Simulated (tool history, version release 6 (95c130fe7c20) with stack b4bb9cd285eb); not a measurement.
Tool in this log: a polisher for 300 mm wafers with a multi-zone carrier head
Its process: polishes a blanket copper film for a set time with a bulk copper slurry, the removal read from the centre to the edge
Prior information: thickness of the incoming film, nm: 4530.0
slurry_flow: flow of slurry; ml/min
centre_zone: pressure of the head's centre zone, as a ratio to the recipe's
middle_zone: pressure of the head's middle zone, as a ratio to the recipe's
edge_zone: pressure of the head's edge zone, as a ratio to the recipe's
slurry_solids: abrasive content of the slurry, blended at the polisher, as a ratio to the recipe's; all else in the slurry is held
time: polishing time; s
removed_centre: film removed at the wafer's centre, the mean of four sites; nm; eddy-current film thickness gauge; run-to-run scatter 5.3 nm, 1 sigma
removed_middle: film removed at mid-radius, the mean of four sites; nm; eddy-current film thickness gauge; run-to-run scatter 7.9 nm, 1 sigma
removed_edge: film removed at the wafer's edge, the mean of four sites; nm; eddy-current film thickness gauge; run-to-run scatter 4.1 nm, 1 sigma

Run 1, day 0.000: slurry_flow 205 ml/min, centre_zone 1.00, middle_zone 1.00, edge_zone 1.00, slurry_solids 1.00, time 44 s. Result: removed_centre 413.26 nm, removed_middle 409.59 nm, removed_edge 422.48 nm.
Run 2, day 0.212: slurry_flow 205 ml/min, centre_zone 1.00, middle_zone 0.97, edge_zone 1.00, slurry_solids 1.00, time 44 s. Result: removed_centre 413.20 nm, removed_middle 402.93 nm, removed_edge 425.77 nm.
Run 3, day 0.400: slurry_flow 205 ml/min, centre_zone 0.95, middle_zone 0.97, edge_zone 1.00, slurry_solids 1.00, time 44 s. Result: removed_centre 399.34 nm, removed_middle 410.77 nm, removed_edge 424.40 nm.
Run 4, day 0.433: slurry_flow 215 ml/min, centre_zone 0.94, middle_zone 0.98, edge_zone 1.03, slurry_solids 1.10, time 45 s. Result: removed_centre 408.88 nm, removed_middle 434.15 nm, removed_edge 452.28 nm.
Run 5, day 0.754: slurry_flow 225 ml/min, centre_zone 0.94, middle_zone 1.00, edge_zone 1.05, slurry_solids 1.20, time 46 s. Result: removed_centre 433.38 nm, removed_middle 456.26 nm, removed_edge 482.91 nm.
Run 6, day 1.050: slurry_flow 230 ml/min, centre_zone 0.94, middle_zone 1.03, edge_zone 1.07, slurry_solids 1.25, time 46 s. Result: removed_centre 444.24 nm, removed_middle 479.10 nm, removed_edge 495.76 nm.
Run 7, day 1.329: slurry_flow 230 ml/min, centre_zone 0.94, middle_zone 1.03, edge_zone 1.07, slurry_solids 1.25, time 46 s. Result: removed_centre 437.41 nm, removed_middle 468.43 nm, removed_edge 486.21 nm.

Forecast run 8:
Run 8, day 1.533: slurry_flow 235 ml/min, centre_zone 0.93, middle_zone 1.04, edge_zone 1.08, slurry_solids 1.30, time 47 s. Result: removed_centre ?, removed_middle ?, removed_edge ?.

Logged for run 8: removed_centre 435.49 nm, removed_middle 497.30 nm, removed_edge 504.50 nm.

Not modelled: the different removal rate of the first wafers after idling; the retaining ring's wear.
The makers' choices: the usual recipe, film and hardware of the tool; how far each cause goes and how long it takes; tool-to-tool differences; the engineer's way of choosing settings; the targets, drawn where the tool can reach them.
